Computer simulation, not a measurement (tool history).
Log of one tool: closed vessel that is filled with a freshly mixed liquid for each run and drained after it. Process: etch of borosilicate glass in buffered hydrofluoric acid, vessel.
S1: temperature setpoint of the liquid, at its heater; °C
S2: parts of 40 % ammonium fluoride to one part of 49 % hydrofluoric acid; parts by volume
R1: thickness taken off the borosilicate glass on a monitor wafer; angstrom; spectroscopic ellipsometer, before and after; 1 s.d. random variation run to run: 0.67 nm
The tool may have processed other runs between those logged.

run 1 hour=0 | S1=21 S2=12 time_in_the_liquid_(s)=90 | R1=756.98
run 2 hour=3.6 | S1=21 S2=14.5 time_in_the_liquid_(s)=90 | R1=626.87
run 3 hour=5 | S1=21 S2=13 time_in_the_liquid_(s)=90 | R1=690.31
run 4 hour=7.7 | S1=22.5 S2=13 time_in_the_liquid_(s)=90 | R1=748.58
run 5 hour=15.5 | S1=22.5 S2=14 time_in_the_liquid_(s)=90 | R1=700.67
run 6 hour=21.8 | S1=23.5 S2=14 time_in_the_liquid_(s)=90 | R1=738.82
run 7 hour=30.3 | S1=24.5 S2=14 time_in_the_liquid_(s)=90 | R1=769.72
run 8 hour=33.9 | S1=25.5 S2=13.5 time_in_the_liquid_(s)=90 | R1=853.74

What will run 9 give?
run 9 hour=36.4 | S1=26 S2=13.5 time_in_the_liquid_(s)=90 | R1=?

Run 9 came out at R1 870.31 angstrom.
